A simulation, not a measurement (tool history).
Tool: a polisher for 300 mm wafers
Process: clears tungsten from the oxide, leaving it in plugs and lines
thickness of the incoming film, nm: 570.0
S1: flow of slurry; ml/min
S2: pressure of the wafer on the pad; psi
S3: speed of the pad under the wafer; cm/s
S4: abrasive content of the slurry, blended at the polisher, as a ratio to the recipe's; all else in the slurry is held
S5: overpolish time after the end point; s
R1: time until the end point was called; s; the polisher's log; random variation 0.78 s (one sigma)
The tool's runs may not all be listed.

run	hour	S1	S2	S3	S4	S5	R1
1	0	285	4.6	98	1	30	78.275
2	8.7	285	4.6	112	1	30	67.091
3	17	285	4.6	124	1	30	62.049
4	25.1	285	4.6	102	1	30	73.775
5	28.3	285	4.8	102	1	30	72.044
6	29.3	285	4.8	114	1	30	63.221

Run 7 comes next. What will it give?
7	30.6	285	4.9	114	1	30	?

Run 7 gave R1 62.564 s.

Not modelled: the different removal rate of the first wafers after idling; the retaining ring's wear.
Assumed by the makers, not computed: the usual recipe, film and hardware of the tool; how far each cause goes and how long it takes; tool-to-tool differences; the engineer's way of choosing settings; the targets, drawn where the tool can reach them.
